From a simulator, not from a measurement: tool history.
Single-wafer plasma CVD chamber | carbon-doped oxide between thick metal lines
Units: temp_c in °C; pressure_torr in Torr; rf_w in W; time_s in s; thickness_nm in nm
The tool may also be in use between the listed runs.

run,hour,temp_c,pressure_torr,rf_w,time_s,thickness_nm
1,0,340,6.2,490,140,700.34
2,5.2,344,5.9,485,140,687.26
3,6.7,353,5.9,485,140,677.45
4,9.6,343,5.9,485,140,688.2
5,10.9,338,5.9,485,140,695.38
6,11.5,343,5.9,485,140,685.46
7,17.2,345,5.54,480,140,680.86
# hour 24.8: thermocouple changed; heater temperature recalibrated
8,24.8,347,5.46,470,140,672.2
9,26.6,349,5.42,460,140,661.03
10,31.3,350,5.35,455,140,660.13

Run 11 comes next. What will it give?
11,39.7,351,5.31,450,140,?

thickness_nm: 654.27 nm

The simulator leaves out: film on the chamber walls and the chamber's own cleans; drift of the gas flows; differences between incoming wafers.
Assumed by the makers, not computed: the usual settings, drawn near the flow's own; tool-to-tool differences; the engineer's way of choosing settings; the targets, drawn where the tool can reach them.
